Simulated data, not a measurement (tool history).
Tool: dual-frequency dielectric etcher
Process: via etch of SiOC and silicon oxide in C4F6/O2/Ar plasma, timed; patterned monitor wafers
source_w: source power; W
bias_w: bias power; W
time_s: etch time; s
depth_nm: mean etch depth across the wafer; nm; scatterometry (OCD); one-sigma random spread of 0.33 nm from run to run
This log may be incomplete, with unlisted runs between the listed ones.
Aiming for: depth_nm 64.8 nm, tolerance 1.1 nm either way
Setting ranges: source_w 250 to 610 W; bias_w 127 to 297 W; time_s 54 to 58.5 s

run 1 hour=0 | source_w=430 bias_w=212 time_s=58.5 | depth_nm=75.292
run 2 hour=8.9 | source_w=400 bias_w=210 time_s=58.5 | depth_nm=73.042
run 3 hour=10.7 | source_w=340 bias_w=210 time_s=58.5 | depth_nm=69.272
run 4 hour=15.8 | source_w=340 bias_w=231 time_s=58.5 | depth_nm=71.969
run 5 hour=19 | source_w=320 bias_w=227 time_s=58.5 | depth_nm=70.31
-- hour=25.3 source power generator calibrated
run 6 hour=25.3 | source_w=310 bias_w=224 time_s=58.5 | depth_nm=68.382
run 7 hour=34.1 | source_w=300 bias_w=223 time_s=58.5 | depth_nm=67.104
run 8 hour=36.3 | source_w=290 bias_w=223 time_s=58.5 | depth_nm=66.459

Pick the move, out of 5, that brings all results within their allowed miss; only one does.
run A hour=38.5 | source_w=260 bias_w=245 time_s=57 | depth_nm=?
run B hour=38.5 | source_w=320 bias_w=229 time_s=56 | depth_nm=?
run C hour=38.5 | source_w=320 bias_w=218 time_s=58.5 | depth_nm=?
run D hour=38.5 | source_w=290 bias_w=233 time_s=54 | depth_nm=?
run E hour=38.5 | source_w=310 bias_w=225 time_s=57.5 | depth_nm=?

move=A depth_nm=64.653
move=B depth_nm=66.414
move=C depth_nm=68.192
move=D depth_nm=62.354
move=E depth_nm=67.054
A: meets every target
B: neither nearer nor further off than the last run
C: further off than the last run
D: the result that was furthest off in the last run now lies on the other side of its target
E: further off than the last run
Answer: A
